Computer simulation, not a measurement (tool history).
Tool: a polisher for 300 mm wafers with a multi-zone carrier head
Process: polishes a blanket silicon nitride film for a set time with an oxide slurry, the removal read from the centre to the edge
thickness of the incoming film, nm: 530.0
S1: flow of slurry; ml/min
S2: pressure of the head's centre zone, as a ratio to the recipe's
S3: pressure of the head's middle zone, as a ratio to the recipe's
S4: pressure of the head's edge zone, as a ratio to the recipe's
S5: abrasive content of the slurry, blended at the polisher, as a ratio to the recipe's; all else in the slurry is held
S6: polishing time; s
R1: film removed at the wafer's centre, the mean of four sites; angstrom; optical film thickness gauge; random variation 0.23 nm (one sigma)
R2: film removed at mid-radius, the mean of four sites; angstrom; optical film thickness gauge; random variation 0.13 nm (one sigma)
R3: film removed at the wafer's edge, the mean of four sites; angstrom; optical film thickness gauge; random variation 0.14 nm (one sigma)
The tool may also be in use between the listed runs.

run,hour,S1,S2,S3,S4,S5,S6,R1,R2,R3
1,0.0,140,1.00,1.00,1.00,1.0,69,278.48,276.63,279.00
2,6.7,140,1.00,1.00,1.00,1.1,69,283.75,290.26,294.53
3,14.0,140,1.00,1.00,0.95,1.1,69,283.31,287.15,288.46
4,14.5,140,1.00,0.95,0.95,1.1,69,285.65,281.22,283.96
5,22.5,140,1.00,0.95,0.95,1.1,53,219.17,213.34,217.49
6,23.3,130,1.01,0.93,0.93,1.1,53,214.11,206.49,213.37
7,26.3,120,1.02,0.92,0.90,1.1,53,213.27,198.37,207.61

Run 8 comes next. What will it give?
8,31.0,115,1.02,0.92,0.88,1.1,53,?,?,?

R1: 209.83 angstrom
R2: 199.20 angstrom
R3: 204.59 angstrom

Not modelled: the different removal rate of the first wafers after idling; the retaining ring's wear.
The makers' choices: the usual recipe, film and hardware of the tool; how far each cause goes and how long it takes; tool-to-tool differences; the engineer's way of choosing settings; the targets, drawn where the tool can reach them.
